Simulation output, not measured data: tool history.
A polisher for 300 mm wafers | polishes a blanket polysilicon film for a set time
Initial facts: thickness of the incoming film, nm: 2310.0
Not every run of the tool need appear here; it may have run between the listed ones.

run,day,flow of slurry (ml/min),pressure of the wafer on the pad (kPa),speed of the pad under the wafer (m/s),polishing time (s),film removed (angstrom)
1,0,240,16.5,0.9,21,1521.6
2,0.354,300,16.5,0.9,21,1538.1
3,0.667,300,15.2,0.9,21,1402.6
4,0.983,300,14.5,0.9,21,1318.6
5,1.129,300,16.5,0.9,21,1533.5
6,1.504,300,15.2,0.9,21,1388

What will run 7 give?
7,1.638,300,14.5,0.9,21,?

film removed (angstrom): 1345.8
